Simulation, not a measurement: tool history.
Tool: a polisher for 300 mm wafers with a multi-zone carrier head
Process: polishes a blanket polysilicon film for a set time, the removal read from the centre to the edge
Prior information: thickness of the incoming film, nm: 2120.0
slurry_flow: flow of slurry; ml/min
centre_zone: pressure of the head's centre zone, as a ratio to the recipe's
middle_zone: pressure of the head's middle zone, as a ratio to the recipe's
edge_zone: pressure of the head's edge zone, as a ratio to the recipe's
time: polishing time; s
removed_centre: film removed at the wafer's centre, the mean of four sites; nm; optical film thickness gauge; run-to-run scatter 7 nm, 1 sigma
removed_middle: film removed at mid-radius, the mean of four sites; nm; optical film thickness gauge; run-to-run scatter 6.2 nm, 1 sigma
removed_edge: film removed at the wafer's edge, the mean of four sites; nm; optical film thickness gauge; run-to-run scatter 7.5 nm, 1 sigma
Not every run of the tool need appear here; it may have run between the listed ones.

Run 1, hour 0.0: slurry_flow 140 ml/min, centre_zone 1.00, middle_zone 1.00, edge_zone 1.00, time 86 s. Result: removed_centre 462.88 nm, removed_middle 464.62 nm, removed_edge 460.77 nm.
Run 2, hour 8.9: slurry_flow 140 ml/min, centre_zone 1.00, middle_zone 1.09, edge_zone 1.00, time 86 s. Result: removed_centre 467.22 nm, removed_middle 499.08 nm, removed_edge 472.60 nm.
Run 3, hour 14.4: slurry_flow 155 ml/min, centre_zone 0.97, middle_zone 1.12, edge_zone 1.02, time 93 s. Result: removed_centre 494.17 nm, removed_middle 564.53 nm, removed_edge 516.08 nm.
Run 4, hour 17.6: slurry_flow 155 ml/min, centre_zone 0.90, middle_zone 1.12, edge_zone 1.02, time 93 s. Result: removed_centre 457.53 nm, removed_middle 568.22 nm, removed_edge 522.54 nm.
Run 5, hour 22.5: slurry_flow 155 ml/min, centre_zone 0.90, middle_zone 1.12, edge_zone 1.02, time 73 s. Result: removed_centre 359.37 nm, removed_middle 445.37 nm, removed_edge 405.39 nm.
Run 6, hour 23.1: slurry_flow 155 ml/min, centre_zone 0.95, middle_zone 1.12, edge_zone 1.02, time 73 s. Result: removed_centre 382.11 nm, removed_middle 443.91 nm, removed_edge 406.62 nm.

Predict the results of run 7:
Run 7, hour 31.7: slurry_flow 160 ml/min, centre_zone 0.94, middle_zone 1.14, edge_zone 1.05, time 84 s. Result: removed_centre ?, removed_middle ?, removed_edge ?.

removed_centre: 433.71 nm
removed_middle: 520.71 nm
removed_edge: 469.78 nm

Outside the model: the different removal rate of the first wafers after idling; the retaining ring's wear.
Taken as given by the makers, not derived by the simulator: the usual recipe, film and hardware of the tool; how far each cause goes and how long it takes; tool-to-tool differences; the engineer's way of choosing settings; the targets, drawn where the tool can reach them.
